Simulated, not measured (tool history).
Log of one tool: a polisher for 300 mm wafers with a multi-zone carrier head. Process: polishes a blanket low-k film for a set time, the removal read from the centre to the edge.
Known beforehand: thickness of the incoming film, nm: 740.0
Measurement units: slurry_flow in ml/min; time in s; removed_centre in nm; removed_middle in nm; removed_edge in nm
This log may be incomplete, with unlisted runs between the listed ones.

| run | hour | slurry_flow | centre_zone | middle_zone | edge_zone | slurry_solids | time | removed_centre | removed_middle | removed_edge |
|---|---|---|---|---|---|---|---|---|---|---|
| 1 | 0.0 | 170 | 1.00 | 1.00 | 1.00 | 1.00 | 63 | 31.583 | 31.164 | 31.472 |
| 2 | 8.7 | 175 | 1.01 | 1.01 | 1.02 | 1.10 | 63 | 32.424 | 32.932 | 32.336 |
| 3 | 9.3 | 175 | 1.02 | 1.00 | 1.03 | 1.15 | 65 | 34.969 | 34.299 | 33.579 |
| 4 | 12.9 | 175 | 1.02 | 0.96 | 1.03 | 1.15 | 65 | 35.008 | 34.246 | 33.668 |
| 5 | 15.5 | 170 | 1.02 | 0.94 | 1.05 | 1.20 | 67 | 36.138 | 34.302 | 36.018 |
| 6 | 17.8 | 175 | 1.02 | 0.94 | 1.06 | 1.25 | 68 | 37.834 | 36.044 | 37.001 |

What does the tool deliver on the next run?
| 7 | 19.9 | 175 | 1.02 | 0.94 | 1.07 | 1.30 | 68 | ? | ? | ? |

{"run 7": {"removed_centre": 37.084, "removed_middle": 36.944, "removed_edge": 36.491}}

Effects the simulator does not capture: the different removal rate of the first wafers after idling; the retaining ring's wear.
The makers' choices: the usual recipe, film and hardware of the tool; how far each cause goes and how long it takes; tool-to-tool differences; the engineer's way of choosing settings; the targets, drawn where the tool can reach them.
